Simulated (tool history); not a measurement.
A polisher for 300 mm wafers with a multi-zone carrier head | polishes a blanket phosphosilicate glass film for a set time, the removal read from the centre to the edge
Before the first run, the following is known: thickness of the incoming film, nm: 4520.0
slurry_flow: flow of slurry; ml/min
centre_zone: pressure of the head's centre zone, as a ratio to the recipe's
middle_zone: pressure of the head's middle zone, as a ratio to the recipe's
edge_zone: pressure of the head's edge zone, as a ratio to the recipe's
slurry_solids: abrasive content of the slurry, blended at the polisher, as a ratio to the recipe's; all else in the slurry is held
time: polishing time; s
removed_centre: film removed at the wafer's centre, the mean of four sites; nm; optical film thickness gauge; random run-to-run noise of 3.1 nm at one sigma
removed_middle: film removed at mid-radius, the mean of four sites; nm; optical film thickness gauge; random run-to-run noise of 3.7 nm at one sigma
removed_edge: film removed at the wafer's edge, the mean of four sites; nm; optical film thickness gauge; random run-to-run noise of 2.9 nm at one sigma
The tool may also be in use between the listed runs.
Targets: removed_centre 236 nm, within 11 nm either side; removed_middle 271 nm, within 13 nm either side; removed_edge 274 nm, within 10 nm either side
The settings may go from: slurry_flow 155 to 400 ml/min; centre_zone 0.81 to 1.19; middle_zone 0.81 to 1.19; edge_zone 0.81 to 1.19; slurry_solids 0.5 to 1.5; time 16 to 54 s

run 1 hour=0 | slurry_flow=255 centre_zone=1 middle_zone=1 edge_zone=1 slurry_solids=1 time=35 | removed_centre=398.03 removed_middle=400.06 removed_edge=386.35
run 2 hour=2.2 | slurry_flow=250 centre_zone=0.98 middle_zone=0.99 edge_zone=1 slurry_solids=0.95 time=35 | removed_centre=380.95 removed_middle=376.87 removed_edge=388.43
run 3 hour=3.9 | slurry_flow=255 centre_zone=0.97 middle_zone=1.01 edge_zone=0.99 slurry_solids=0.9 time=34 | removed_centre=347.08 removed_middle=362.74 removed_edge=359.29
run 4 hour=12.8 | slurry_flow=255 centre_zone=0.96 middle_zone=1.01 edge_zone=0.98 slurry_solids=0.85 time=34 | removed_centre=343.86 removed_middle=356.38 removed_edge=347.15
run 5 hour=19.3 | slurry_flow=255 centre_zone=0.94 middle_zone=1.01 edge_zone=0.98 slurry_solids=0.8 time=34 | removed_centre=321.51 removed_middle=338.28 removed_edge=332.55
run 6 hour=21.4 | slurry_flow=255 centre_zone=0.92 middle_zone=1.01 edge_zone=0.98 slurry_solids=0.75 time=34 | removed_centre=298.14 removed_middle=326.74 removed_edge=321.13
run 7 hour=30.1 | slurry_flow=255 centre_zone=0.91 middle_zone=1 edge_zone=0.97 slurry_solids=0.75 time=34 | removed_centre=295.49 removed_middle=320.75 removed_edge=317.98
run 8 hour=37 | slurry_flow=230 centre_zone=0.81 middle_zone=0.96 edge_zone=0.92 slurry_solids=0.5 time=33 | removed_centre=181.96 removed_middle=214.99 removed_edge=214.06
run 9 hour=43.7 | slurry_flow=245 centre_zone=0.82 middle_zone=0.97 edge_zone=0.94 slurry_solids=0.5 time=33 | removed_centre=186.27 removed_middle=211.26 removed_edge=214.84
run 10 hour=44.9 | slurry_flow=240 centre_zone=0.83 middle_zone=0.99 edge_zone=0.97 slurry_solids=0.5 time=33 | removed_centre=188.55 removed_middle=224.96 removed_edge=222.78
run 11 hour=45.5 | slurry_flow=240 centre_zone=0.83 middle_zone=0.99 edge_zone=0.97 slurry_solids=0.5 time=33 | removed_centre=181.68 removed_middle=225.29 removed_edge=220.43
run 12 hour=49 | slurry_flow=250 centre_zone=0.84 middle_zone=0.99 edge_zone=0.98 slurry_solids=0.5 time=33 | removed_centre=192.29 removed_middle=225.02 removed_edge=218.23
run 13 hour=54.2 | slurry_flow=250 centre_zone=0.84 middle_zone=0.99 edge_zone=0.98 slurry_solids=0.5 time=33 | removed_centre=189.83 removed_middle=217.52 removed_edge=221.29
run 14 hour=60.5 | slurry_flow=250 centre_zone=0.85 middle_zone=1 edge_zone=1 slurry_solids=0.5 time=33 | removed_centre=193.73 removed_middle=227.83 removed_edge=226.06
run 15 hour=64.5 | slurry_flow=250 centre_zone=0.86 middle_zone=1 edge_zone=1.02 slurry_solids=0.5 time=33 | removed_centre=200.17 removed_middle=225.53 removed_edge=231.84
run 16 hour=68.9 | slurry_flow=250 centre_zone=0.86 middle_zone=1 edge_zone=1.02 slurry_solids=0.5 time=33 | removed_centre=191.49 removed_middle=226.23 removed_edge=228.93
run 17 hour=69.7 | slurry_flow=255 centre_zone=0.87 middle_zone=1.01 edge_zone=1.03 slurry_solids=0.5 time=33 | removed_centre=196.79 removed_middle=230.99 removed_edge=223.69
run 18 hour=72.8 | slurry_flow=255 centre_zone=0.87 middle_zone=0.97 edge_zone=1.05 slurry_solids=0.75 time=34 | removed_centre=281.91 removed_middle=316.6 removed_edge=327.21
run 19 hour=81.1 | slurry_flow=245 centre_zone=0.87 middle_zone=0.97 edge_zone=1.04 slurry_solids=0.75 time=34 | removed_centre=281.3 removed_middle=318.24 removed_edge=320.27
run 20 hour=88.2 | slurry_flow=240 centre_zone=0.86 middle_zone=0.96 edge_zone=1.03 slurry_solids=0.75 time=34 | removed_centre=279.67 removed_middle=312.43 removed_edge=329.54
run 21 hour=93.1 | slurry_flow=240 centre_zone=0.85 middle_zone=0.96 edge_zone=1.01 slurry_solids=0.75 time=34 | removed_centre=284.11 removed_middle=312.61 removed_edge=325.43
run 22 hour=100 | slurry_flow=235 centre_zone=0.85 middle_zone=0.96 edge_zone=1 slurry_solids=0.75 time=34 | removed_centre=270.78 removed_middle=308.31 removed_edge=322.08
run 23 hour=100.9 | slurry_flow=230 centre_zone=0.85 middle_zone=0.96 edge_zone=0.98 slurry_solids=0.75 time=34 | removed_centre=268.25 removed_middle=311.06 removed_edge=319.67

Which single option among these 5 for the next run brings every result within its allowed miss of target? Just one does.
run A hour=101.8 | slurry_flow=315 centre_zone=0.93 middle_zone=1.03 edge_zone=1.01 slurry_solids=0.5 time=36 | removed_centre=? removed_middle=? removed_edge=?
run B hour=101.8 | slurry_flow=215 centre_zone=0.86 middle_zone=1.01 edge_zone=0.92 slurry_solids=0.7 time=33 | removed_centre=? removed_middle=? removed_edge=?
run C hour=101.8 | slurry_flow=270 centre_zone=0.85 middle_zone=0.98 edge_zone=0.99 slurry_solids=0.85 time=27 | removed_centre=? removed_middle=? removed_edge=?
run D hour=101.8 | slurry_flow=235 centre_zone=0.83 middle_zone=1.05 edge_zone=0.94 slurry_solids=0.75 time=32 | removed_centre=? removed_middle=? removed_edge=?
run E hour=101.8 | slurry_flow=265 centre_zone=0.83 middle_zone=0.81 edge_zone=1.02 slurry_solids=0.75 time=37 | removed_centre=? removed_middle=? removed_edge=?

move=A removed_centre=236.82 removed_middle=256.97 removed_edge=248.84
move=B removed_centre=258.35 removed_middle=299.44 removed_edge=285.49
move=C removed_centre=242.67 removed_middle=276.99 removed_edge=278.18
move=D removed_centre=255.86 removed_middle=317.39 removed_edge=294.67
move=E removed_centre=298.38 removed_middle=298.36 removed_edge=356.26
A: moves the result that the last run missed by most past its target, out the other side
B: nearer the targets than the last run, but a result is still out of spec
C: all results in spec
D: nearer the targets than the last run, but a result is still out of spec
E: further off than the last run
The right move is C.
